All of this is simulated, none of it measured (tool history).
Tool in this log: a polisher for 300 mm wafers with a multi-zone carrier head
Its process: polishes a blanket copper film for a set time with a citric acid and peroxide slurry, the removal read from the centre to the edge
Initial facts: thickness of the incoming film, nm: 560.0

run,hour,flow of slurry (ml/min),pressure of the head's centre zone,pressure of the head's middle zone,pressure of the head's edge zone,abrasive content of the slurry,polishing time (s),film removed at the wafer's centre (nm),film removed at mid-radius (nm),film removed at the wafer's edge (nm)
1,0,205,1,1,1,1,47,139.85,138.41,140.91
2,3.6,205,1,1,1.04,1,47,140.24,141.59,143.82
3,7.9,205,1.01,1.02,1.02,0.95,46,137.36,141.27,138.31
4,12.1,205,1.02,1.02,1,0.9,45,133.76,138.49,135.49
5,13.9,205,1.02,1.02,1.08,0.9,45,133.59,135.02,139.26
6,16.4,205,1.02,1.02,1.08,0.9,53,158.11,160.22,163.71
7,19.7,210,1.03,1.03,1.05,0.85,51,152.28,154.91,153.76
8,23.6,220,1.04,1.03,1.03,0.8,49,147.6,145.05,149.25
9,27,210,1.05,1.04,1.01,0.8,48,146.03,147.03,141.1

Run 10, settings as shown, results not yet in. Your forecast:
10,32.1,200,1.05,1.04,0.99,0.75,47,?,?,?

{"run 10": {"film removed at the wafer's centre (nm)": 141.69, "film removed at mid-radius (nm)": 140.05, "film removed at the wafer's edge (nm)": 134.93}}
